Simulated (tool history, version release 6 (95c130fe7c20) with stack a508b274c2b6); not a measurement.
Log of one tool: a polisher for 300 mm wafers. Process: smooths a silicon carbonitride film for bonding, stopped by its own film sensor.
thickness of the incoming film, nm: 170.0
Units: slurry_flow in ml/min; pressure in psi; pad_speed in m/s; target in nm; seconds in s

run  hour  slurry_flow  pressure  pad_speed  slurry_solids  target  seconds
  1     0          265       1.6        0.9              1     159   54.013
  2   7.8          330       1.6        0.9              1     159   52.394
  3   8.4          330       1.7        0.9              1     159    50.49
  4  14.3          280       1.7        0.9              1     159   51.031
  5  21.7          280       1.7       0.68              1     159   64.138
  6  24.8          280       1.7       0.68              1     160   58.472
  7  26.1          280       1.8       0.68              1     160   56.216
  8    32          280       1.9       0.68              1     160    54.28

Run 9 comes next. What will it give?
  9  36.9          280         2       0.68              1     160        ?

{"run 9": {"seconds": 52.388}}

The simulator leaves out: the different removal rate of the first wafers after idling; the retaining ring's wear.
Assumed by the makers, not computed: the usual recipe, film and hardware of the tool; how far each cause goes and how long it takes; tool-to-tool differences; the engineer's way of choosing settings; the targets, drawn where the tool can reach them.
